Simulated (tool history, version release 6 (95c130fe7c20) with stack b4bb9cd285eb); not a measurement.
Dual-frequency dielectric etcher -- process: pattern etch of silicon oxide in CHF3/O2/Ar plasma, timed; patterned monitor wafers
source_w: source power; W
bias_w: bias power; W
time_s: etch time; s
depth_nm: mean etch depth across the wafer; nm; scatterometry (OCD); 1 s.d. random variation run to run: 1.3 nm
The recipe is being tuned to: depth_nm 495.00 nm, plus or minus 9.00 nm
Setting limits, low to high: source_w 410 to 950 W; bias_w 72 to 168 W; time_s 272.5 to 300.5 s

run    day  source_w  bias_w  time_s  depth_nm
  1  0.000       680     120   300.5    540.24
  2  0.175       790     120   300.5    581.32
  3  0.217       750     119   300.5    565.84
  4  0.412       750     119   272.5    513.63
  5  0.496       640     119   272.5    473.00
  6  0.712       650     119   272.5    477.90
  7  0.775       660     119   272.5    479.92
  8  0.858       660     119   272.5    482.77
  9  1.221       670     119   272.5    483.81

4 candidate next runs follow, results not yet known. Just one meets every target within its allowed miss. Identify it.
  A  1.583       680     113   291.5         ?
  B  1.583       660      72   300.5         ?
  C  1.583       600     126   291.0         ?
  D  1.583       670     127   284.5         ?

move  depth_nm
   A    517.29
   B    477.90
   C    496.55
   D    515.09
A: carries the result that was furthest off beyond its target, to the other side
B: moves away from the targets compared with the last run
C: all results in spec
D: carries the result that was furthest off beyond its target, to the other side
Move C is the one to make.
